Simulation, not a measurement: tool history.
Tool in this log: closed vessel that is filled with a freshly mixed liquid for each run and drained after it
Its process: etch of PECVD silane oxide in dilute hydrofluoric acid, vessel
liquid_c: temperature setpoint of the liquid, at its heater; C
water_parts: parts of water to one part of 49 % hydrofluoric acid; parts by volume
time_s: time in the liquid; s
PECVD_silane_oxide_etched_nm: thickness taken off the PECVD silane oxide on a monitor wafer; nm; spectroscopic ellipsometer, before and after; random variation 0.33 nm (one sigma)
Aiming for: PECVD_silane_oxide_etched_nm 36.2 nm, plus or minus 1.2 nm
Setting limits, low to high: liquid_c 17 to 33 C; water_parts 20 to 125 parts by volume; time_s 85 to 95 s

run  hour  liquid_c  water_parts  time_s  PECVD_silane_oxide_etched_nm
  1     0        25           70      85                        25.466
  2   3.4        27           70      85                        27.219
  3   8.9        27           70      85                         27.74
  4  14.5        27           90      85                        20.679
  5  21.4        27           80      85                        23.717
  6  24.2      24.5           80      85                        21.691
  7  29.4      26.5           75      85                        24.893
  8  30.1        28           70      85                        27.922
  9  36.2        29           65      85                        32.455
 10  38.2      29.5           65      85                        32.978
 11    47        30           65      85                         33.53
 12  51.2      30.5           65      85                        34.166

Which one of the following 4 next-run settings gets every result inside its allowed miss? There is exactly one.
  A  55.4        29           70      90                             ?
  B  55.4      32.5           65      85                             ?
  C  55.4      25.5           60      90                             ?
  D  55.4      28.5           65      90                             ?

move  PECVD_silane_oxide_etched_nm
   A                        31.631
   B                        37.075
   C                        32.582
   D                        33.649
A: the biggest miss grows against the last run
B: every result within its allowed miss
C: the biggest miss grows against the last run
D: the biggest miss grows against the last run
The right move is B.
